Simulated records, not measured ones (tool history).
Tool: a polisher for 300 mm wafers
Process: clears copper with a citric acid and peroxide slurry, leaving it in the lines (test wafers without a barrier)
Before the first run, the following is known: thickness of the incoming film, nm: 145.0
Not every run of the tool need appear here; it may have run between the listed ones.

run,day,flow of slurry (ml/min),pressure of the wafer on the pad (kPa),speed of the pad under the wafer (cm/s),abrasive content of the slurry,overpolish time after the end point (s),time until the end point was called (s),dishing of a wide line in a test structure (angstrom)
1,0.000,195,13.8,114,1.00,15,100.820,146.65
2,0.054,200,14.5,114,1.00,15,95.481,160.49
3,0.250,200,14.5,114,1.10,15,93.228,158.93
4,0.471,200,14.5,114,1.10,9,94.512,103.07
5,0.583,200,15.2,114,1.05,11,90.137,127.81
6,0.621,205,15.9,114,1.05,12,87.332,143.54
7,0.692,205,16.5,114,1.05,12,83.438,143.01

Forecast run 8:
8,0.979,210,16.5,116,1.05,15,?,?

Run 8 produced time until the end point was called (s) 81.792, dishing of a wide line in a test structure (angstrom) 180.68.
